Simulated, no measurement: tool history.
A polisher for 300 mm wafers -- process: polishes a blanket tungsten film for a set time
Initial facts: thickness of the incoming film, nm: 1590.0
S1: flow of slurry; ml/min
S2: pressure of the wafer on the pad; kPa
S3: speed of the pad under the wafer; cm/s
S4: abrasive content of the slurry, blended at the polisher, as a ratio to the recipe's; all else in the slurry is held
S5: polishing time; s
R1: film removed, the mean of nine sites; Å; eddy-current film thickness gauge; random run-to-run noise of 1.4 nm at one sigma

run	day	S1	S2	S3	S4	S5	R1
1	0	180	31.7	126	1	34	2178.3
2	0.221	180	30.3	126	1	34	2064.5
3	0.517	180	29	126	1	34	1965.8
4	0.888	140	29	126	1	34	1975.8
5	1.067	140	34.5	126	1	34	2273.2
6	1.121	140	34.5	126	1.2	34	2388.8
7	1.375	130	25.5	124	1.2	34	1750.1

Estimate the outcome of run 8 from the log above:
8	1.488	130	24.8	124	1.2	34	?

{"run 8": {"R1": 1694.3}}
